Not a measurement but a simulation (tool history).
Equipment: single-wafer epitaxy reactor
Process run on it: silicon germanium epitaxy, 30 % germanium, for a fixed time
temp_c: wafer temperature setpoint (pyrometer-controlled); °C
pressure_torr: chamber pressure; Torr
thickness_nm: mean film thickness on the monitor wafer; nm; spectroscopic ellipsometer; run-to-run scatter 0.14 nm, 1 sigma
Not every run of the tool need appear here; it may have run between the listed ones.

Run 1, hour 0.0: temp_c 610 °C, pressure_torr 15.9 Torr. Result: thickness_nm 62.366 nm.
Run 2, hour 1.4: temp_c 620 °C, pressure_torr 15.9 Torr. Result: thickness_nm 72.735 nm.
Run 3, hour 7.8: temp_c 614 °C, pressure_torr 15.7 Torr. Result: thickness_nm 66.057 nm.
Run 4, hour 15.8: temp_c 610 °C, pressure_torr 15.6 Torr. Result: thickness_nm 61.852 nm.
Run 5, hour 19.7: temp_c 610 °C, pressure_torr 18.2 Torr. Result: thickness_nm 64.962 nm.
Run 6, hour 20.2: temp_c 606 °C, pressure_torr 18.1 Torr. Result: thickness_nm 60.414 nm.
Run 7, hour 23.0: temp_c 603 °C, pressure_torr 18.0 Torr. Result: thickness_nm 57.522 nm.
Run 8, hour 31.8: temp_c 601 °C, pressure_torr 17.9 Torr. Result: thickness_nm 55.906 nm.

Expected results for the next run?
Run 9, hour 33.0: temp_c 600 °C, pressure_torr 17.9 Torr. Result: thickness_nm ?.

Run 9 came out at thickness_nm 54.668 nm.
